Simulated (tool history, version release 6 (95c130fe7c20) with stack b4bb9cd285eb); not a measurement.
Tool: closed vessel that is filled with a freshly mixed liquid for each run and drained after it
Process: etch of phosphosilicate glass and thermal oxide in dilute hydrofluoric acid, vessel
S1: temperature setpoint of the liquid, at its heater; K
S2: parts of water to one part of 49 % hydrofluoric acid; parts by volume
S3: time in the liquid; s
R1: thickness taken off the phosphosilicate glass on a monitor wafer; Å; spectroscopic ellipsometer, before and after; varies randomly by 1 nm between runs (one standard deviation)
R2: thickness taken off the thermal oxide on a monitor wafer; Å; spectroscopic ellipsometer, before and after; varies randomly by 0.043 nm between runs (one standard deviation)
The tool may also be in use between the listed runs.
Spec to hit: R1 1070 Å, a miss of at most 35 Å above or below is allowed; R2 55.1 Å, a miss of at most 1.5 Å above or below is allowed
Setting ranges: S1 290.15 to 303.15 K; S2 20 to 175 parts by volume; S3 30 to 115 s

| run | day | S1 | S2 | S3 | R1 | R2 |
|---|---|---|---|---|---|---|
| 1 | 0 | 295.15 | 95 | 60 | 552.96 | 27.885 |
| 2 | 0.071 | 296.65 | 90 | 60 | 602.41 | 31.897 |
| 3 | 0.354 | 293.15 | 90 | 60 | 527.78 | 27.326 |
| 4 | 0.483 | 295.15 | 85 | 60 | 615.27 | 32 |
| 5 | 0.775 | 296.65 | 80 | 60 | 701.15 | 35.346 |
| 6 | 0.9 | 298.15 | 80 | 60 | 734.51 | 37.799 |
| 7 | 0.962 | 301.65 | 55 | 60 | 1303.4 | 65.784 |
|  | 1.333 | thermometer replaced |
| 8 | 1.333 | 300.65 | 55 | 60 | 1311.7 | 66.305 |
| 9 | 1.667 | 299.65 | 55 | 60 | 1270.2 | 63.243 |
| 10 | 1.812 | 299.15 | 55 | 60 | 1230.5 | 62.735 |

Below are 4 possible settings for the next run. Only one of them brings all results inside the allowed miss of their targets. Which is it?
| A | 1.958 | 290.15 | 40 | 55 | ? | ? |
| B | 1.958 | 291.65 | 60 | 85 | ? | ? |
| C | 1.958 | 298.65 | 60 | 65 | ? | ? |
| D | 1.958 | 291.65 | 50 | 70 | ? | ? |

| move | R1 | R2 |
|---|---|---|
| A | 1069.7 | 55.354 |
| B | 1149.6 | 59.488 |
| C | 1175.5 | 60.827 |
| D | 1149.2 | 59.468 |
A: all results in spec
B: closes in on the targets versus the last run, not all within tolerance yet
C: closes in on the targets versus the last run, not all within tolerance yet
D: closes in on the targets versus the last run, not all within tolerance yet
The right move is A.
